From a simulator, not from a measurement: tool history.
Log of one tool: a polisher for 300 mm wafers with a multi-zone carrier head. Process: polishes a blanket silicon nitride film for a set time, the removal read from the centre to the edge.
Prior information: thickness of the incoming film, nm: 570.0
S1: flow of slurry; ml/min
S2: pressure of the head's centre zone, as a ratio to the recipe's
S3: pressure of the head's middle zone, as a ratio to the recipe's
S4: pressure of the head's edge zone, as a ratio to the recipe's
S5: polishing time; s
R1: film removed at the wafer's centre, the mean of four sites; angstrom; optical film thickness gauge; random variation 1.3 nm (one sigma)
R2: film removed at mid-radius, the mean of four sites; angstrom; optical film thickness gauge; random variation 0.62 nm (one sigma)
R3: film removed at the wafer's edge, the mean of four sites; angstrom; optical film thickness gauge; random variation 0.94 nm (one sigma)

run,day,S1,S2,S3,S4,S5,R1,R2,R3
1,0,205,1,1,1,59,674.4,689.02,709
2,0.325,215,1.03,1.02,1.03,60,715.68,721.22,736.08
3,0.446,225,1.05,1.03,1.05,61,753.39,749.81,747.74
4,0.504,190,1.05,1.03,1.05,61,728.56,728.01,725.75
5,0.721,205,1.06,1.03,1.07,62,760.98,749.74,763.62
6,0.746,205,1,1.03,1.07,62,708.04,749.81,755.96
7,0.842,220,1.02,1.03,1.08,62,740.05,765.76,771.49
8,0.879,235,1.04,1.03,1.09,62,756.45,763.52,767.05
9,1.05,235,1.05,1.03,1.09,63,779.59,778.14,791.61
10,1.221,240,1.06,1.03,1.1,63,808.96,773.2,803.57
11,1.329,240,1.06,1.03,1.1,63,783.12,764.99,792.12

What will run 12 give?
12,1.379,245,1.07,1.04,1.1,64,?,?,?

R1: 809.39 angstrom
R2: 799.08 angstrom
R3: 795.94 angstrom

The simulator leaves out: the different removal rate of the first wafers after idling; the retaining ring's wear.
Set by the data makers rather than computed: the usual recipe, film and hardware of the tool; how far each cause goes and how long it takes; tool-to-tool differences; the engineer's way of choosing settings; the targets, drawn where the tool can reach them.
